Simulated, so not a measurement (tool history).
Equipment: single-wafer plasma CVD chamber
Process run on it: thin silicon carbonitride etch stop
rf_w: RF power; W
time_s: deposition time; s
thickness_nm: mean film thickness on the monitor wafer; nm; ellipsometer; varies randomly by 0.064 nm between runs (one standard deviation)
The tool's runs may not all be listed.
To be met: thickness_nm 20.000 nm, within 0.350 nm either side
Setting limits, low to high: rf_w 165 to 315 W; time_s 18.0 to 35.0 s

run,hour,rf_w,time_s,thickness_nm
1,0.0,240,26.5,15.510
2,1.4,240,30.2,17.816
3,5.9,240,28.7,16.866
4,14.2,275,28.7,17.464
5,19.6,275,26.6,16.238
6,28.4,275,29.4,18.002
7,30.7,285,30.1,18.615
8,33.2,290,30.6,19.084
9,36.4,295,30.9,19.281
10,40.2,300,31.1,19.458

4 next moves are on the table. One of them brings every result within its allowed miss. Which?
A,44.0,310,31.4,?
B,44.0,310,30.5,?
C,44.0,300,30.3,?
D,44.0,290,29.5,?

move,thickness_nm
A,20.046
B,19.472
C,19.154
D,18.460
A: all results in spec
B: as far off as the last run
C: moves away from the targets compared with the last run
D: moves away from the targets compared with the last run
A is the move that brings every result within its allowed miss.
